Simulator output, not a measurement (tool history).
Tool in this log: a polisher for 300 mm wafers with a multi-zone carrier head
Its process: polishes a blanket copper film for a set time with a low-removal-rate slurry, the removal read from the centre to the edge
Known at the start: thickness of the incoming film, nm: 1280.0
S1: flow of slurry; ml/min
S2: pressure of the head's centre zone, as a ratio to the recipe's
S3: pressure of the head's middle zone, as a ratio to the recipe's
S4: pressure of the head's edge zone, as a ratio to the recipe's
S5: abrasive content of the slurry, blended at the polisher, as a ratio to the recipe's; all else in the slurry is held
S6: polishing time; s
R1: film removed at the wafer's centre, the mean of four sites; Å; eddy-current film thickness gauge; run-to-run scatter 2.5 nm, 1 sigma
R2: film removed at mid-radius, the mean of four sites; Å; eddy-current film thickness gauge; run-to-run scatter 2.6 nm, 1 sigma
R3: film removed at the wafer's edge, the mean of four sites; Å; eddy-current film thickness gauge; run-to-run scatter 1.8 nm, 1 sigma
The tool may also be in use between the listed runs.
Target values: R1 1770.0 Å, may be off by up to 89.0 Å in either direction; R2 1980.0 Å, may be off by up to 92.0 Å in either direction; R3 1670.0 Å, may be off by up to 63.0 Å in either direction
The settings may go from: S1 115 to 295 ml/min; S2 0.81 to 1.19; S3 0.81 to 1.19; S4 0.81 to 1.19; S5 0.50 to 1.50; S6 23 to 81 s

{"run": 1, "hour": 0.0, "S1": 190, "S2": 1.0, "S3": 1.0, "S4": 1.0, "S5": 1.0, "S6": 52, "R1": 2169.9, "R2": 2160.7, "R3": 2187.2}
{"run": 2, "hour": 3.7, "S1": 190, "S2": 1.05, "S3": 1.0, "S4": 1.0, "S5": 1.0, "S6": 52, "R1": 2305.5, "R2": 2131.7, "R3": 2135.8}
{"run": 3, "hour": 12.3, "S1": 190, "S2": 1.05, "S3": 1.0, "S4": 1.0, "S5": 1.2, "S6": 52, "R1": 2369.3, "R2": 2268.8, "R3": 2228.3}
{"run": 4, "hour": 17.0, "S1": 190, "S2": 1.05, "S3": 1.0, "S4": 1.0, "S5": 1.3, "S6": 52, "R1": 2396.7, "R2": 2366.5, "R3": 2317.2}
{"run": 5, "hour": 20.2, "S1": 185, "S2": 1.03, "S3": 1.04, "S4": 0.97, "S5": 1.15, "S6": 50, "R1": 2205.5, "R2": 2228.3, "R3": 2108.0}
{"run": 6, "hour": 21.2, "S1": 185, "S2": 1.03, "S3": 1.04, "S4": 0.97, "S5": 1.15, "S6": 37, "R1": 1615.5, "R2": 1629.6, "R3": 1525.3}
{"run": 7, "hour": 29.4, "S1": 195, "S2": 1.03, "S3": 1.07, "S4": 0.98, "S5": 1.2, "S6": 37, "R1": 1629.5, "R2": 1742.9, "R3": 1576.3}
{"run": 8, "hour": 31.1, "S1": 205, "S2": 1.04, "S3": 1.09, "S4": 0.99, "S5": 1.2, "S6": 37, "R1": 1651.2, "R2": 1744.4, "R3": 1590.4}
{"run": 9, "hour": 37.3, "S1": 210, "S2": 1.05, "S3": 1.11, "S4": 0.99, "S5": 1.25, "S6": 37, "R1": 1694.0, "R2": 1838.4, "R3": 1618.8}
{"run": 10, "hour": 38.2, "S1": 215, "S2": 1.06, "S3": 1.12, "S4": 0.99, "S5": 1.25, "S6": 37, "R1": 1699.6, "R2": 1781.7, "R3": 1610.7}
{"run": 11, "hour": 43.4, "S1": 215, "S2": 1.06, "S3": 1.12, "S4": 0.99, "S5": 1.25, "S6": 37, "R1": 1740.1, "R2": 1809.4, "R3": 1631.3}
{"run": 12, "hour": 52.4, "S1": 215, "S2": 1.06, "S3": 1.14, "S4": 0.98, "S5": 1.3, "S6": 37, "R1": 1730.2, "R2": 1855.4, "R3": 1628.3}
{"run": 13, "hour": 58.9, "S1": 215, "S2": 1.06, "S3": 1.15, "S4": 0.98, "S5": 1.35, "S6": 37, "R1": 1794.1, "R2": 1897.2, "R3": 1634.7}

Consider the 5 candidate settings below. Which is the only one whose results all fall within their allowed miss of target?
{"run": "A", "hour": 65.4, "S1": 180, "S2": 1.08, "S3": 1.05, "S4": 1.03, "S5": 1.25, "S6": 38, "R1": "?", "R2": "?", "R3": "?"}
{"run": "B", "hour": 65.4, "S1": 185, "S2": 1.03, "S3": 1.19, "S4": 0.92, "S5": 1.45, "S6": 36, "R1": "?", "R2": "?", "R3": "?"}
{"run": "C", "hour": 65.4, "S1": 160, "S2": 1.03, "S3": 1.19, "S4": 0.96, "S5": 1.25, "S6": 40, "R1": "?", "R2": "?", "R3": "?"}
{"run": "D", "hour": 65.4, "S1": 200, "S2": 1.16, "S3": 1.1, "S4": 0.96, "S5": 1.5, "S6": 36, "R1": "?", "R2": "?", "R3": "?"}
{"run": "E", "hour": 65.4, "S1": 220, "S2": 1.12, "S3": 1.1, "S4": 0.98, "S5": 1.4, "S6": 36, "R1": "?", "R2": "?", "R3": "?"}

move=A R1=1803.3 R2=1718.5 R3=1661.5
move=B R1=1697.1 R2=1859.0 R3=1548.7
move=C R1=1786.9 R2=1960.9 R3=1673.1
move=D R1=1944.9 R2=1780.9 R3=1604.0
move=E R1=1864.3 R2=1766.8 R3=1602.9
A: further off than the last run
B: further off than the last run
C: each result inside its tolerance
D: further off than the last run
E: further off than the last run
Move C is the one to make.
